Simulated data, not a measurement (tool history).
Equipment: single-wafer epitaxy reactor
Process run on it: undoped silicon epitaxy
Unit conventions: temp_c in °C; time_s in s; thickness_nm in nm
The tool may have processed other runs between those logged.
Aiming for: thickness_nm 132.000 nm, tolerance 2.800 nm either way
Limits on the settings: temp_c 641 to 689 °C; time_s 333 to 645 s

run 1 day=0.000 | temp_c=665 time_s=489 | thickness_nm=107.600
run 2 day=0.342 | temp_c=659 time_s=489 | thickness_nm=92.980
run 3 day=0.642 | temp_c=659 time_s=430 | thickness_nm=81.445
run 4 day=0.842 | temp_c=664 time_s=431 | thickness_nm=92.905
run 5 day=0.971 | temp_c=668 time_s=431 | thickness_nm=101.170
run 6 day=1.267 | temp_c=671 time_s=432 | thickness_nm=108.790
run 7 day=1.475 | temp_c=673 time_s=432 | thickness_nm=113.580
run 8 day=1.767 | temp_c=675 time_s=432 | thickness_nm=120.200
run 9 day=1.929 | temp_c=676 time_s=432 | thickness_nm=123.730
run 10 day=2.088 | temp_c=676 time_s=432 | thickness_nm=122.420
run 11 day=2.283 | temp_c=676 time_s=432 | thickness_nm=122.590
-- day=2.554 pyrometer calibrated
run 12 day=2.554 | temp_c=677 time_s=432 | thickness_nm=135.080
run 13 day=2.679 | temp_c=677 time_s=432 | thickness_nm=135.680

Which one of the following 5 next-run settings gets every result inside its allowed miss? There is exactly one.
run A day=2.804 | temp_c=673 time_s=487 | thickness_nm=?
run B day=2.804 | temp_c=671 time_s=458 | thickness_nm=?
run C day=2.804 | temp_c=679 time_s=428 | thickness_nm=?
run D day=2.804 | temp_c=672 time_s=443 | thickness_nm=?
run E day=2.804 | temp_c=676 time_s=430 | thickness_nm=?

move=A thickness_nm=138.810
move=B thickness_nm=124.520
move=C thickness_nm=140.400
move=D thickness_nm=123.320
move=E thickness_nm=131.520
A: moves away from the targets compared with the last run
B: moves the result that the last run missed by most past its target, out the other side
C: moves away from the targets compared with the last run
D: moves the result that the last run missed by most past its target, out the other side
E: meets every target
Move E is the one to make.
